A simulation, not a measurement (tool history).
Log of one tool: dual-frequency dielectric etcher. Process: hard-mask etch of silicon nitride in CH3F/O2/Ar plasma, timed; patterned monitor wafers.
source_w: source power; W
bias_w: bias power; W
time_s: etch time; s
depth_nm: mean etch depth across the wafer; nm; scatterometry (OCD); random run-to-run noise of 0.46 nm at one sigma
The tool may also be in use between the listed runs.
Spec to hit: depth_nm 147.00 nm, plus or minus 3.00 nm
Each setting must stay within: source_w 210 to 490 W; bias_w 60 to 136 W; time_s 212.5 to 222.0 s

{"run": 1, "hour": 0.0, "source_w": 350, "bias_w": 98, "time_s": 212.5, "depth_nm": 163.83}
{"run": 2, "hour": 8.0, "source_w": 290, "bias_w": 98, "time_s": 212.5, "depth_nm": 151.08}
{"run": 3, "hour": 13.7, "source_w": 290, "bias_w": 82, "time_s": 212.5, "depth_nm": 143.22}
{"run": 4, "hour": 21.7, "source_w": 250, "bias_w": 82, "time_s": 212.5, "depth_nm": 134.39}
{"run": 5, "hour": 26.5, "source_w": 210, "bias_w": 82, "time_s": 212.5, "depth_nm": 123.49}
{"run": 6, "hour": 32.3, "source_w": 230, "bias_w": 83, "time_s": 212.5, "depth_nm": 129.57}
{"run": 7, "hour": 34.1, "source_w": 240, "bias_w": 84, "time_s": 212.5, "depth_nm": 132.99}
{"run": 8, "hour": 43.1, "source_w": 250, "bias_w": 84, "time_s": 212.5, "depth_nm": 135.39}
{"run": 9, "hour": 46.7, "source_w": 260, "bias_w": 84, "time_s": 212.5, "depth_nm": 138.04}
{"run": 10, "hour": 54.4, "source_w": 270, "bias_w": 84, "time_s": 212.5, "depth_nm": 139.32}
{"run": 11, "hour": 56.4, "source_w": 280, "bias_w": 84, "time_s": 212.5, "depth_nm": 141.83}

Consider the 4 candidate settings below. Which is the only one whose results all fall within their allowed miss of target?
{"run": "A", "hour": 58.4, "source_w": 280, "bias_w": 86, "time_s": 218.5, "depth_nm": "?"}
{"run": "B", "hour": 58.4, "source_w": 310, "bias_w": 60, "time_s": 219.5, "depth_nm": "?"}
{"run": "C", "hour": 58.4, "source_w": 260, "bias_w": 73, "time_s": 217.5, "depth_nm": "?"}
{"run": "D", "hour": 58.4, "source_w": 300, "bias_w": 88, "time_s": 217.5, "depth_nm": "?"}

move=A depth_nm=148.32
move=B depth_nm=141.96
move=C depth_nm=136.63
move=D depth_nm=153.16
A: hits every target within its allowed miss
B: as far off as the last run
C: moves away from the targets compared with the last run
D: moves the result that the last run missed by most past its target, out the other side
Answer: A
